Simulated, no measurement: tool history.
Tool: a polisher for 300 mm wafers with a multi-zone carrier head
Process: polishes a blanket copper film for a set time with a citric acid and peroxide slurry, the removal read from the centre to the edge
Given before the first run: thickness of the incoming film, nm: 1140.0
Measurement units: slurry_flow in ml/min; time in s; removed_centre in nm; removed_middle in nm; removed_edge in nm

run	hour	slurry_flow	centre_zone	middle_zone	edge_zone	slurry_solids	time	removed_centre	removed_middle	removed_edge
1	0	300	1	1	1	1	37	60.253	59.023	59.059
2	6.7	290	0.98	0.97	0.99	0.9	36	55.561	55.368	57.636
3	13.4	290	0.98	0.97	0.99	0.9	43	66.859	65.991	66.758
4	21.9	245	0.98	0.97	0.99	0.9	43	64.856	64.479	65.242
5	26.3	215	0.98	0.97	0.99	0.9	43	63.881	64.041	66.458
6	33.9	215	0.98	0.97	0.99	1.1	43	67.833	65.666	68.819
7	38.1	215	0.98	0.94	0.98	1	40	61.498	59.147	60.951
8	42.6	215	0.98	0.92	1	0.95	38	57.8	54.552	59.544
9	43.8	215	0.98	0.92	1	0.95	38	57.234	54.352	58.618

What will run 10 give?
10	52.8	215	0.98	0.9	1	0.9	36	?	?	?

removed_centre: 53.311 nm
removed_middle: 49.526 nm
removed_edge: 55.593 nm
